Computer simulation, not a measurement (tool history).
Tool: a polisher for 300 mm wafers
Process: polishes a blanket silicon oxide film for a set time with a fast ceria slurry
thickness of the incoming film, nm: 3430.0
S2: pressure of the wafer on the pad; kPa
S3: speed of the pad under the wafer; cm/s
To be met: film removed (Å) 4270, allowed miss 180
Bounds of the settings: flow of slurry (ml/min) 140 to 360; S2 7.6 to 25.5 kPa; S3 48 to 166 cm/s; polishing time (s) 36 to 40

run 1 hour=0 | flow_of_slurry_(ml/min)=230 S2=16.5 S3=106 polishing_time_(s)=40 | film_removed_(Å)=6724.3
run 2 hour=5.1 | flow_of_slurry_(ml/min)=200 S2=16.5 S3=106 polishing_time_(s)=40 | film_removed_(Å)=6430.7
run 3 hour=12.2 | flow_of_slurry_(ml/min)=200 S2=20 S3=106 polishing_time_(s)=40 | film_removed_(Å)=7932.6
run 4 hour=16.4 | flow_of_slurry_(ml/min)=200 S2=20 S3=124 polishing_time_(s)=40 | film_removed_(Å)=8940.2
run 5 hour=22.1 | flow_of_slurry_(ml/min)=230 S2=20 S3=124 polishing_time_(s)=40 | film_removed_(Å)=9290.4
run 6 hour=24 | flow_of_slurry_(ml/min)=230 S2=20 S3=124 polishing_time_(s)=40 | film_removed_(Å)=9126
run 7 hour=32.1 | flow_of_slurry_(ml/min)=230 S2=17.2 S3=122 polishing_time_(s)=40 | film_removed_(Å)=7892.4
run 8 hour=38.7 | flow_of_slurry_(ml/min)=225 S2=15.2 S3=120 polishing_time_(s)=40 | film_removed_(Å)=7024.9
run 9 hour=44.6 | flow_of_slurry_(ml/min)=220 S2=13.8 S3=118 polishing_time_(s)=40 | film_removed_(Å)=6233.5
run 10 hour=52.5 | flow_of_slurry_(ml/min)=215 S2=12.4 S3=118 polishing_time_(s)=40 | film_removed_(Å)=5510.7
run 11 hour=57.4 | flow_of_slurry_(ml/min)=205 S2=11.7 S3=118 polishing_time_(s)=40 | film_removed_(Å)=5195.2

5 next moves are on the table. One of them brings every result within its allowed miss. Which?
run A hour=62.3 | flow_of_slurry_(ml/min)=195 S2=9 S3=122 polishing_time_(s)=37 | film_removed_(Å)=?
run B hour=62.3 | flow_of_slurry_(ml/min)=140 S2=11 S3=104 polishing_time_(s)=36 | film_removed_(Å)=?
run C hour=62.3 | flow_of_slurry_(ml/min)=235 S2=13.8 S3=120 polishing_time_(s)=40 | film_removed_(Å)=?
run D hour=62.3 | flow_of_slurry_(ml/min)=190 S2=11 S3=116 polishing_time_(s)=36 | film_removed_(Å)=?
run E hour=62.3 | flow_of_slurry_(ml/min)=180 S2=9.7 S3=116 polishing_time_(s)=36 | film_removed_(Å)=?

move=A film_removed_(Å)=3848.7
move=B film_removed_(Å)=3788.9
move=C film_removed_(Å)=6306
move=D film_removed_(Å)=4343.3
move=E film_removed_(Å)=3801.2
A: takes the result that was furthest off past its target
B: takes the result that was furthest off past its target
C: further off than the last run
D: meets every target
E: takes the result that was furthest off past its target
The right move is D.
